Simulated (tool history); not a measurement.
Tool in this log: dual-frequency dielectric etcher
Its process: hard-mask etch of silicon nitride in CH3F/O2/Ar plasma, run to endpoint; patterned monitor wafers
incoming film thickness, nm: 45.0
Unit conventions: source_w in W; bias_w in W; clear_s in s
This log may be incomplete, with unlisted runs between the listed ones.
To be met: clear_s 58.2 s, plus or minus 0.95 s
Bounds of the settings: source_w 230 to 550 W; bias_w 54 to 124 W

| run | hour | source_w | bias_w | clear_s |
|---|---|---|---|---|
| 1 | 0 | 390 | 89 | 62.577 |
| 2 | 7.8 | 400 | 89 | 62.226 |
| 3 | 11.2 | 410 | 89 | 61.714 |
| 4 | 13 | 420 | 89 | 60.833 |
| 5 | 15.3 | 420 | 77 | 63.254 |
| 6 | 16 | 350 | 77 | 68.147 |
| 7 | 20.4 | 370 | 78 | 66.745 |
| 8 | 23.7 | 450 | 83 | 60.859 |

5 next moves are on the table. One of them brings every result within its allowed miss. Which?
| A | 27 | 410 | 88 | ? |
| B | 27 | 410 | 81 | ? |
| C | 27 | 400 | 95 | ? |
| D | 27 | 460 | 73 | ? |
| E | 27 | 470 | 90 | ? |

| move | clear_s |
|---|---|
| A | 61.735 |
| B | 63.153 |
| C | 60.962 |
| D | 62.197 |
| E | 58.345 |
A: the biggest miss grows against the last run
B: the biggest miss grows against the last run
C: about as far from the targets as the last run
D: the biggest miss grows against the last run
E: all results in spec
Answer: E
